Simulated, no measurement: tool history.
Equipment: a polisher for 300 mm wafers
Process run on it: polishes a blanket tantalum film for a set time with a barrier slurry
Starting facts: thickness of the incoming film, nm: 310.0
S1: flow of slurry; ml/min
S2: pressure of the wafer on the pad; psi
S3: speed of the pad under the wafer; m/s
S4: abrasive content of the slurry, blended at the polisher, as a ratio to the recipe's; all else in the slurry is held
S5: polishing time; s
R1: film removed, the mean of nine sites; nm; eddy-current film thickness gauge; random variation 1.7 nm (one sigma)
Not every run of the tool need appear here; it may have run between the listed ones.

run	day	S1	S2	S3	S4	S5	R1
1	0.000	120	2.4	0.92	1.0	44	91.578
2	0.338	120	1.9	0.92	1.0	44	73.233
3	0.375	125	2.3	0.92	1.0	44	88.902
4	0.517	125	2.7	0.92	1.0	44	104.690
5	0.812	130	2.9	0.92	1.0	44	112.230
6	1.021	130	2.9	0.92	1.0	40	103.170
7	1.067	130	3.1	0.96	1.0	40	111.510
8	1.275	135	3.2	1.00	1.0	40	119.590
9	1.554	135	3.3	1.04	1.0	40	126.630

Estimate the outcome of run 10 from the log above:
10	1.871	135	3.4	1.08	1.0	40	?

R1: 136.750 nm
